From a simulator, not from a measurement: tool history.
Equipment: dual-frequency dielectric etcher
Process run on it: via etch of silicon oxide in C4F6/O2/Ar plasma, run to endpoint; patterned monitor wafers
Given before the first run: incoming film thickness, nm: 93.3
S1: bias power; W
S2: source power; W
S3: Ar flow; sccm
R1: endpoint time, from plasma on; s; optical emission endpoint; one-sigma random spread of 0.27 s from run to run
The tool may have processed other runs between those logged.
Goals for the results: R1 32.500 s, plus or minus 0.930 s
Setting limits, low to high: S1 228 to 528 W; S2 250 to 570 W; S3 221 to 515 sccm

run	day	S1	S2	S3	R1
1	0.000	378	410	368	24.430
2	0.133	323	410	368	25.498
3	0.346	323	410	303	25.217
4	0.433	301	370	327	27.857
5	0.662	301	370	276	27.165
6	0.717	286	350	279	28.868
7	1.046	286	350	279	28.864
8	1.258	275	340	280	29.934
9	1.508	266	340	281	30.745

4 candidate next runs follow, results not yet known. Just one meets every target within its allowed miss. Identify it.
A	1.758	331	330	229	?
B	1.758	251	350	301	?
C	1.758	228	350	381	?
D	1.758	262	380	317	?

move	R1
A	28.118
B	30.722
C	32.514
D	28.827
A: moves away from the targets compared with the last run
B: just as far off the targets as the last run
C: in spec on every target
D: moves away from the targets compared with the last run
The move that meets every target is C.
